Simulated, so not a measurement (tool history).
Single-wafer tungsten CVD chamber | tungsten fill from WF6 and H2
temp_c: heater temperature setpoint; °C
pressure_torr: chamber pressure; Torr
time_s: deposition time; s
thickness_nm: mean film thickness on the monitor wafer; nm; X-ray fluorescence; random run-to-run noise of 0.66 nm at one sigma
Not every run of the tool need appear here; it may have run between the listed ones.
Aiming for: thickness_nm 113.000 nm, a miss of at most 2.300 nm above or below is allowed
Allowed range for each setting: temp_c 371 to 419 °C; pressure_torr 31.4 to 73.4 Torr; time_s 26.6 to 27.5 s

run	hour	temp_c	pressure_torr	time_s	thickness_nm
1	0.0	395	52.4	26.6	99.732
2	3.2	395	52.4	27.5	101.580
3	6.4	395	52.4	26.6	98.895
4	10.0	395	52.4	26.6	99.279
5	12.4	396	52.5	26.6	101.270
6	14.4	397	52.5	26.6	100.790
7	20.2	397	52.5	26.6	102.540
# hour 26.6: thermocouple changed; heater temperature recalibrated
8	26.6	398	52.6	26.6	98.109
9	31.0	398	55.6	26.7	102.440
10	32.7	400	55.8	26.7	104.650
11	36.5	401	56.0	26.7	108.380
12	39.9	403	56.1	26.7	110.580

Pick the move, out of 5, that brings all results within their allowed miss; only one does.
A	43.3	404	54.3	27.3	?
B	43.3	410	47.4	27.5	?
C	43.3	412	48.4	26.6	?
D	43.3	401	54.7	26.6	?
E	43.3	398	64.1	26.6	?

move	thickness_nm
A	113.900
B	119.090
C	119.780
D	106.190
E	107.880
A: in spec on every target
B: takes the biggest miss from the last run beyond its target
C: takes the biggest miss from the last run beyond its target
D: the biggest miss grows against the last run
E: the biggest miss grows against the last run
Move A is the one to make.
